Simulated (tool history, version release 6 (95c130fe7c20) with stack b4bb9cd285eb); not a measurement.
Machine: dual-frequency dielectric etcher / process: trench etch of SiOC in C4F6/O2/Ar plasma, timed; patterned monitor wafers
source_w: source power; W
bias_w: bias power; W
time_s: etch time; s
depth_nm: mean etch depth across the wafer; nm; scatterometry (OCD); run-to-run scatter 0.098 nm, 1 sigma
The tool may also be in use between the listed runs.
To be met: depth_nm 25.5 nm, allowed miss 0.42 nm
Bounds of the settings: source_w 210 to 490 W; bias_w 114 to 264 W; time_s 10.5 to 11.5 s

run  hour  source_w  bias_w  time_s  depth_nm
  1     0       350     189    11.5     22.49
  2   4.4       350     156    11.5    21.368
  3   8.8       350     156    11.5    21.428
  4  16.5       300     156    11.5    20.593
  5  23.6       300     156    11.5    20.604
  6  24.5       300     156    11.5    20.582
  7  30.2       350     170    11.5    21.884
  8  33.6       380     180    11.5     22.72
  9  39.4       410     187    11.5    23.375

Consider the 5 candidate settings below. Which is the only one whose results all fall within their allowed miss of target?
  A  45.2       390     202    11.5         ?
  B  45.2       420     164    11.5         ?
  C  45.2       390     199    10.5         ?
  D  45.2       420     138    11.5         ?
  E  45.2       460     220    11.5         ?

move  depth_nm
   A    23.806
   B    22.861
   C    21.639
   D    21.801
   E     25.56
A: nearer than the last run, and not there yet
B: the biggest miss grows against the last run
C: the biggest miss grows against the last run
D: the biggest miss grows against the last run
E: in spec on every target
Answer: E
